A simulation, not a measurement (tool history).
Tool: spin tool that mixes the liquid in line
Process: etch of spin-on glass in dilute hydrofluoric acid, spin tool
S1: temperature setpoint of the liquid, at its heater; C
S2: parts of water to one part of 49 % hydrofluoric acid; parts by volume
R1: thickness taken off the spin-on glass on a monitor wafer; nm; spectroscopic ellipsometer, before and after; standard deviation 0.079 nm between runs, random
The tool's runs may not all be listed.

{"run": 1, "hour": 0.0, "S1": 25, "S2": 80, "time under the liquid (s)": 15, "R1": 10.237}
{"run": 2, "hour": 3.7, "S1": 25, "S2": 80, "time under the liquid (s)": 15, "R1": 10.194}
{"run": 3, "hour": 11.9, "S1": 23.5, "S2": 80, "time under the liquid (s)": 15, "R1": 9.6212}
{"run": 4, "hour": 18.5, "S1": 23.5, "S2": 55, "time under the liquid (s)": 15, "R1": 14.58}
{"run": 5, "hour": 20.5, "S1": 21.5, "S2": 60, "time under the liquid (s)": 15, "R1": 12.107}
{"run": 6, "hour": 21.3, "S1": 21.5, "S2": 45, "time under the liquid (s)": 15, "R1": 16.586}
{"run": 7, "hour": 29.2, "S1": 20, "S2": 55, "time under the liquid (s)": 15, "R1": 12.437}
{"run": 8, "hour": 32.9, "S1": 19, "S2": 60, "time under the liquid (s)": 15, "R1": 11.147}

The next listed run, before its measurement:
{"run": 9, "hour": 33.6, "S1": 18.5, "S2": 65, "time under the liquid (s)": 15, "R1": "?"}

{"run 9": {"R1": 9.7997}}

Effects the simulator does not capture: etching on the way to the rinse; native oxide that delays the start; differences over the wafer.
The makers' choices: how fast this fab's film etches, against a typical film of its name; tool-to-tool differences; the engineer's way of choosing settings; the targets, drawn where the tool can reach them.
